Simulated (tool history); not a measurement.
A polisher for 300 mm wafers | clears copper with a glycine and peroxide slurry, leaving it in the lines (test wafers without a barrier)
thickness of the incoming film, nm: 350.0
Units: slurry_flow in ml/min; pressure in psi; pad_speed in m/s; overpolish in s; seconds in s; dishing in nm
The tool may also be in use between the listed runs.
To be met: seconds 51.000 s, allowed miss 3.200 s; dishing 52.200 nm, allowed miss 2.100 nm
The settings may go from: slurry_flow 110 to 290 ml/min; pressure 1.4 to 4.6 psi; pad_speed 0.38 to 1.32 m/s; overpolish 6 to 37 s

Run 1, hour 0.0: slurry_flow 185 ml/min, pressure 3.0 psi, pad_speed 0.84 m/s, overpolish 19 s. Result: seconds 66.667 s, dishing 57.489 nm.
Run 2, hour 4.7: slurry_flow 185 ml/min, pressure 3.1 psi, pad_speed 0.84 m/s, overpolish 18 s. Result: seconds 63.869 s, dishing 56.028 nm.
Run 3, hour 12.5: slurry_flow 185 ml/min, pressure 3.1 psi, pad_speed 0.70 m/s, overpolish 18 s. Result: seconds 73.478 s, dishing 51.211 nm.
Run 4, hour 13.6: slurry_flow 185 ml/min, pressure 2.6 psi, pad_speed 0.70 m/s, overpolish 18 s. Result: seconds 81.087 s, dishing 45.544 nm.
Run 5, hour 22.6: slurry_flow 160 ml/min, pressure 2.6 psi, pad_speed 0.70 m/s, overpolish 18 s. Result: seconds 84.529 s, dishing 46.018 nm.
Run 6, hour 23.2: slurry_flow 170 ml/min, pressure 2.9 psi, pad_speed 0.72 m/s, overpolish 17 s. Result: seconds 73.482 s, dishing 46.906 nm.
Run 7, hour 26.1: slurry_flow 170 ml/min, pressure 3.1 psi, pad_speed 0.72 m/s, overpolish 16 s. Result: seconds 74.923 s, dishing 46.495 nm.
Run 8, hour 26.8: slurry_flow 180 ml/min, pressure 3.3 psi, pad_speed 0.74 m/s, overpolish 15 s. Result: seconds 69.078 s, dishing 46.167 nm.
Run 9, hour 30.6: slurry_flow 185 ml/min, pressure 3.5 psi, pad_speed 0.74 m/s, overpolish 15 s. Result: seconds 66.268 s, dishing 48.472 nm.
Run 10, hour 37.6: slurry_flow 190 ml/min, pressure 3.7 psi, pad_speed 0.76 m/s, overpolish 14 s. Result: seconds 61.653 s, dishing 47.724 nm.
Run 11, hour 44.3: slurry_flow 190 ml/min, pressure 3.8 psi, pad_speed 0.76 m/s, overpolish 14 s. Result: seconds 60.760 s, dishing 48.136 nm.
Run 12, hour 50.3: slurry_flow 190 ml/min, pressure 3.9 psi, pad_speed 0.76 m/s, overpolish 14 s. Result: seconds 58.896 s, dishing 48.670 nm.
Run 13, hour 54.6: slurry_flow 190 ml/min, pressure 4.0 psi, pad_speed 0.76 m/s, overpolish 14 s. Result: seconds 58.632 s, dishing 50.233 nm.
Run 14, hour 56.3: slurry_flow 205 ml/min, pressure 4.5 psi, pad_speed 0.80 m/s, overpolish 11 s. Result: seconds 51.680 s, dishing 44.097 nm.
Run 15, hour 57.9: slurry_flow 200 ml/min, pressure 4.0 psi, pad_speed 0.94 m/s, overpolish 14 s. Result: seconds 47.955 s, dishing 58.376 nm.

Which of these 5 next moves meets every target?
Run A, hour 59.5: slurry_flow 175 ml/min, pressure 3.8 psi, pad_speed 0.94 m/s, overpolish 20 s. Result: seconds ?, dishing ?.
Run B, hour 59.5: slurry_flow 230 ml/min, pressure 4.6 psi, pad_speed 0.94 m/s, overpolish 11 s. Result: seconds ?, dishing ?.
Run C, hour 59.5: slurry_flow 215 ml/min, pressure 4.3 psi, pad_speed 1.04 m/s, overpolish 12 s. Result: seconds ?, dishing ?.
Run D, hour 59.5: slurry_flow 230 ml/min, pressure 3.5 psi, pad_speed 0.98 m/s, overpolish 13 s. Result: seconds ?, dishing ?.
Run E, hour 59.5: slurry_flow 175 ml/min, pressure 3.8 psi, pad_speed 0.96 m/s, overpolish 14 s. Result: seconds ?, dishing ?.

move  seconds  dishing
   A   52.621   71.718
   B   44.648   51.728
   C   43.191   56.730
   D   51.815   51.947
   E   51.686   55.427
A: further off than the last run
B: brings the result that was furthest off to its target, and leaves another outside
C: nearer than the last run, and not there yet
D: meets every target
E: nearer than the last run, and not there yet
Answer: D
